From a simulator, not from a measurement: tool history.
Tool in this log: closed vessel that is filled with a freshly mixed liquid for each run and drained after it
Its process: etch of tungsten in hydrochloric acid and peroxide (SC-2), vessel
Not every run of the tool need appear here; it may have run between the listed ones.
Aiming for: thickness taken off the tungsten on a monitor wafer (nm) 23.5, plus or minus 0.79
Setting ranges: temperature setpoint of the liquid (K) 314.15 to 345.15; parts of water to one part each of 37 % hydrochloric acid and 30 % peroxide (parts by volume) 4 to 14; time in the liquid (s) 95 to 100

run	hour	temperature setpoint of the liquid (K)	parts of water to one part each of 37 % hydrochloric acid and 30 % peroxide (parts by volume)	time in the liquid (s)	thickness taken off the tungsten on a monitor wafer (nm)
1	0	330.15	7.5	95	33.393
2	8.3	328.65	7.5	95	29.791
3	15.6	334.65	7.5	95	43.156
4	22.3	332.15	7.5	95	37.269
5	29	330.15	7.5	95	33.321
6	31.3	328.65	7.5	95	30.322
7	33.3	327.65	7.5	95	27.956
8	37	327.15	7.5	95	27.725
9	37.5	326.65	7.5	95	26.29
10	41	326.15	7.5	95	25.95
11	47.3	325.65	7.5	95	24.816

4 next moves are on the table. One of them brings every result within its allowed miss. Which?
A	53.6	323.15	7	100	?
B	53.6	323.15	5.5	100	?
C	53.6	329.65	10	100	?
D	53.6	328.15	9	95	?

move	thickness taken off the tungsten on a monitor wafer (nm)
A	23.482
B	28.178
C	26.934
D	25.344
A: each result inside its tolerance
B: the biggest miss grows against the last run
C: the biggest miss grows against the last run
D: the biggest miss grows against the last run
A is the move that brings every result within its allowed miss.

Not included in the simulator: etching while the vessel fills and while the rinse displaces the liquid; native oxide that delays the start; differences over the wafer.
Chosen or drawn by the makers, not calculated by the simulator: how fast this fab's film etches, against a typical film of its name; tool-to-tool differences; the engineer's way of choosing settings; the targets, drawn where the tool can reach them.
